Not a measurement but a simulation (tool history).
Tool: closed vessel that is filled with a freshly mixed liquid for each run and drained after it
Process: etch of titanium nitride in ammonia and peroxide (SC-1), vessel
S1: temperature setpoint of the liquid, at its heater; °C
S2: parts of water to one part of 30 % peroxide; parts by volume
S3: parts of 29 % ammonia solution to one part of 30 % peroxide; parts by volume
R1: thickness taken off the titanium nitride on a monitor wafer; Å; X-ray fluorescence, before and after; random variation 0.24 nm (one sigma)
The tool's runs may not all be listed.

run 1 hour=0.0 | S1=52.0 S2=21.0 S3=1.0 time_in_the_liquid_(s)=910 | R1=802.44
run 2 hour=2.4 | S1=49.5 S2=21.5 S3=1.0 time_in_the_liquid_(s)=910 | R1=659.93
run 3 hour=6.3 | S1=49.5 S2=21.5 S3=1.0 time_in_the_liquid_(s)=910 | R1=661.59
run 4 hour=13.7 | S1=49.5 S2=14.0 S3=1.0 time_in_the_liquid_(s)=910 | R1=841.01
run 5 hour=14.7 | S1=49.5 S2=14.0 S3=1.0 time_in_the_liquid_(s)=970 | R1=904.38
run 6 hour=17.7 | S1=49.5 S2=14.0 S3=1.2 time_in_the_liquid_(s)=970 | R1=918.69
run 7 hour=23.6 | S1=47.5 S2=16.0 S3=1.2 time_in_the_liquid_(s)=970 | R1=755.59
-- hour=27.5 new drum of ammonia solution connected
run 8 hour=27.5 | S1=45.5 S2=18.0 S3=1.2 time_in_the_liquid_(s)=970 | R1=621.34
run 9 hour=32.4 | S1=44.0 S2=19.5 S3=1.2 time_in_the_liquid_(s)=970 | R1=525.46

Run 10 comes next. What will it give?
run 10 hour=33.2 | S1=43.0 S2=20.5 S3=1.2 time_in_the_liquid_(s)=970 | R1=?

R1: 481.13 Å
